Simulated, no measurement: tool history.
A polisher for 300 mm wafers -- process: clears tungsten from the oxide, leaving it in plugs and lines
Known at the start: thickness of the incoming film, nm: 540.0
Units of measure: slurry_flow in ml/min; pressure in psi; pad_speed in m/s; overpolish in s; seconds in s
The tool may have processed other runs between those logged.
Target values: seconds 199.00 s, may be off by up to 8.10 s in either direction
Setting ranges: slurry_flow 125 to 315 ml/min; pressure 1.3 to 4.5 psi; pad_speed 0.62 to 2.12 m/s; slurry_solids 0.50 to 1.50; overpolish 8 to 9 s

run	hour	slurry_flow	pressure	pad_speed	slurry_solids	overpolish	seconds
1	0.0	205	2.9	1.36	1.00	9	112.63
2	5.9	205	2.9	1.20	1.00	9	120.33
3	12.8	230	2.9	1.20	1.00	9	120.10
4	21.7	230	2.6	1.18	1.00	9	131.43
5	22.6	225	2.3	1.16	1.00	9	150.42
6	30.1	225	2.3	0.88	1.00	9	174.36
7	33.6	225	2.2	0.88	1.00	9	182.34
8	39.2	220	2.1	0.88	1.00	9	189.30

Exercise: of the 5 proposed moves below, exactly one satisfies all targets within the stated allowed misses. Which move is it?
A	44.8	175	2.3	0.84	0.70	9	?
B	44.8	230	1.6	0.90	0.95	9	?
C	44.8	235	1.9	0.78	0.95	8	?
D	44.8	195	2.0	0.72	1.05	9	?
E	44.8	210	1.8	0.98	0.95	9	?

move	seconds
A	218.38
B	232.55
C	224.31
D	224.24
E	206.48
A: the result that was furthest off in the last run now lies on the other side of its target
B: the result that was furthest off in the last run now lies on the other side of its target
C: the result that was furthest off in the last run now lies on the other side of its target
D: the result that was furthest off in the last run now lies on the other side of its target
E: in spec on every target
Answer: E
